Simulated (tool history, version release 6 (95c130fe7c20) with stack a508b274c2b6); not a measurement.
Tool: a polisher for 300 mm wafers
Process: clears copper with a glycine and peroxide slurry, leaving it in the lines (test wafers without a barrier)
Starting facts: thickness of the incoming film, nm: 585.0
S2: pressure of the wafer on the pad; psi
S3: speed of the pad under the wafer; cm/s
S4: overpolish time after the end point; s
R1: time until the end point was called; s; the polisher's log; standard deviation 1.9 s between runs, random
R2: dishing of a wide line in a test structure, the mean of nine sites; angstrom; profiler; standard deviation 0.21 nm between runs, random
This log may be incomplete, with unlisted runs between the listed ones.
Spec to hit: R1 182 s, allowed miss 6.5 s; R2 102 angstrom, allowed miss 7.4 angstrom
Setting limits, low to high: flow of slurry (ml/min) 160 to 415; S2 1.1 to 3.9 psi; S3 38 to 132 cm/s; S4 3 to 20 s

Run 1, day 0: flow of slurry (ml/min) 265, S2 2.5 psi, S3 84 cm/s, S4 10 s. Result: R1 169.98 s, R2 246.06 angstrom.
Run 2, day 0.279: flow of slurry (ml/min) 195, S2 2.5 psi, S3 84 cm/s, S4 10 s. Result: R1 173.63 s, R2 246.97 angstrom.
Run 3, day 0.596: flow of slurry (ml/min) 195, S2 2.5 psi, S3 84 cm/s, S4 13 s. Result: R1 175.36 s, R2 303.97 angstrom.
Run 4, day 0.746: flow of slurry (ml/min) 195, S2 2.5 psi, S3 66 cm/s, S4 13 s. Result: R1 211.59 s, R2 270.29 angstrom.
Run 5, day 0.812: flow of slurry (ml/min) 195, S2 2.2 psi, S3 66 cm/s, S4 13 s. Result: R1 218.93 s, R2 257.9 angstrom.
At day 1.046: slurry nozzle cleaned.
Run 6, day 1.046: flow of slurry (ml/min) 195, S2 2.2 psi, S3 66 cm/s, S4 9 s. Result: R1 215.14 s, R2 184.93 angstrom.
Run 7, day 1.121: flow of slurry (ml/min) 220, S2 1.9 psi, S3 76 cm/s, S4 7 s. Result: R1 213.88 s, R2 149.76 angstrom.
Run 8, day 1.442: flow of slurry (ml/min) 250, S2 1.7 psi, S3 86 cm/s, S4 6 s. Result: R1 202.15 s, R2 136.29 angstrom.
Run 9, day 1.554: flow of slurry (ml/min) 250, S2 1.7 psi, S3 86 cm/s, S4 6 s. Result: R1 201.05 s, R2 134.58 angstrom.
Run 10, day 1.662: flow of slurry (ml/min) 240, S2 1.9 psi, S3 90 cm/s, S4 3 s. Result: R1 184.59 s, R2 76.736 angstrom.
Run 11, day 1.783: flow of slurry (ml/min) 255, S2 1.9 psi, S3 90 cm/s, S4 3 s. Result: R1 185.18 s, R2 76.467 angstrom.
Run 12, day 1.921: flow of slurry (ml/min) 255, S2 2 psi, S3 90 cm/s, S4 7 s. Result: R1 183.02 s, R2 169.81 angstrom.

Which one of the following 5 next-run settings gets every result inside its allowed miss? There is exactly one.
Run A, day 2.058: flow of slurry (ml/min) 315, S2 1.6 psi, S3 102 cm/s, S4 13 s. Result: R1 ?, R2 ?.
Run B, day 2.058: flow of slurry (ml/min) 295, S2 1.7 psi, S3 96 cm/s, S4 4 s. Result: R1 ?, R2 ?.
Run C, day 2.058: flow of slurry (ml/min) 315, S2 2.3 psi, S3 76 cm/s, S4 5 s. Result: R1 ?, R2 ?.
Run D, day 2.058: flow of slurry (ml/min) 230, S2 2 psi, S3 92 cm/s, S4 16 s. Result: R1 ?, R2 ?.
Run E, day 2.058: flow of slurry (ml/min) 255, S2 2.3 psi, S3 84 cm/s, S4 3 s. Result: R1 ?, R2 ?.

move      R1      R2
   A  180.09  284.48
   B  183.39  96.879
   C  184.45  119.27
   D  177.21  343.04
   E  174.35  77.363
A: the biggest miss grows against the last run
B: every result lands within tolerance
C: moves toward the targets from the last run without getting all of them in spec
D: the biggest miss grows against the last run
E: pushes the last run's worst result past its target
The move that meets every target is B.
